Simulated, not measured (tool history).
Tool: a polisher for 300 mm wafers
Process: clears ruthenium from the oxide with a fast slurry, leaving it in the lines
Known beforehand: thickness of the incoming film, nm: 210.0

run  hour  flow of slurry (ml/min)  pressure of the wafer on the pad (psi)  speed of the pad under the wafer (m/s)  abrasive content of the slurry  overpolish time after the end point (s)  time until the end point was called (s)  dishing of a wide line in a test structure (angstrom)
  1   0.0                      260                                     2.3                                    0.98                             1.0                                       20                                   63.255                                                 520.53
  2   5.1                      260                                     2.3                                    0.98                             1.0                                       12                                   63.561                                                 330.98
  3  13.7                      260                                     2.5                                    0.98                             1.0                                       12                                   57.639                                                 362.82
  4  20.2                      260                                     2.5                                    0.88                             1.0                                       12                                   63.230                                                 328.48
  5  21.5                      260                                     2.5                                    0.88                             1.0                                       13                                   64.601                                                 340.89
  6  24.0                      260                                     2.5                                    0.88                             1.0                                       14                                   64.796                                                 369.12
  7  27.4                      260                                     2.5                                    0.88                             1.0                                       15                                   64.091                                                 391.97

For run 8, what comes out?
  8  34.7                      255                                     2.3                                    0.88                             1.0                                       17                                        ?                                                      ?

time until the end point was called (s): 70.448
dishing of a wide line in a test structure (angstrom): 395.18

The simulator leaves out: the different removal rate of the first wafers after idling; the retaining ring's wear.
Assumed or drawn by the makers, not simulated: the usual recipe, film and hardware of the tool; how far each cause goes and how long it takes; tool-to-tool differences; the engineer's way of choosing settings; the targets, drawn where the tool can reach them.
